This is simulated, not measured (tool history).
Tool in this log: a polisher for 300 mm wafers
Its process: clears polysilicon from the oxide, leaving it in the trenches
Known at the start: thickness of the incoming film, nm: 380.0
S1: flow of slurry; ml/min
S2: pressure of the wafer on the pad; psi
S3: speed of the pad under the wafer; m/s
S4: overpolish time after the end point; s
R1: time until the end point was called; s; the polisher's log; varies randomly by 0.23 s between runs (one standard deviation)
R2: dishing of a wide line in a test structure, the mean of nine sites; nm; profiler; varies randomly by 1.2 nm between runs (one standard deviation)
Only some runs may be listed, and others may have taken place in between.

{"run": 1, "hour": 0.0, "S1": 305, "S2": 3.4, "S3": 0.78, "S4": 15, "R1": 30.46, "R2": 69.505}
{"run": 2, "hour": 7.6, "S1": 305, "S2": 3.7, "S3": 0.78, "S4": 15, "R1": 28.295, "R2": 71.809}
{"run": 3, "hour": 9.4, "S1": 260, "S2": 3.7, "S3": 0.78, "S4": 15, "R1": 28.872, "R2": 70.901}
{"run": 4, "hour": 16.2, "S1": 270, "S2": 4.0, "S3": 0.78, "S4": 14, "R1": 26.368, "R2": 69.832}
{"run": 5, "hour": 19.8, "S1": 270, "S2": 4.0, "S3": 0.78, "S4": 17, "R1": 26.701, "R2": 72.697}
{"run": 6, "hour": 22.5, "S1": 270, "S2": 4.0, "S3": 0.88, "S4": 17, "R1": 24.432, "R2": 71.188}
{"run": 7, "hour": 24.5, "S1": 270, "S2": 4.0, "S3": 0.88, "S4": 17, "R1": 24.07, "R2": 71.613}
{"run": 8, "hour": 25.6, "S1": 280, "S2": 4.1, "S3": 0.88, "S4": 18, "R1": 23.689, "R2": 73.604}
{"run": 9, "hour": 31.0, "S1": 285, "S2": 4.2, "S3": 0.88, "S4": 18, "R1": 22.764, "R2": 75.188}

Forecast run 10:
{"run": 10, "hour": 34.5, "S1": 290, "S2": 4.3, "S3": 0.88, "S4": 18, "R1": "?", "R2": "?"}

{"run 10": {"R1": 22.145, "R2": 74.47}}

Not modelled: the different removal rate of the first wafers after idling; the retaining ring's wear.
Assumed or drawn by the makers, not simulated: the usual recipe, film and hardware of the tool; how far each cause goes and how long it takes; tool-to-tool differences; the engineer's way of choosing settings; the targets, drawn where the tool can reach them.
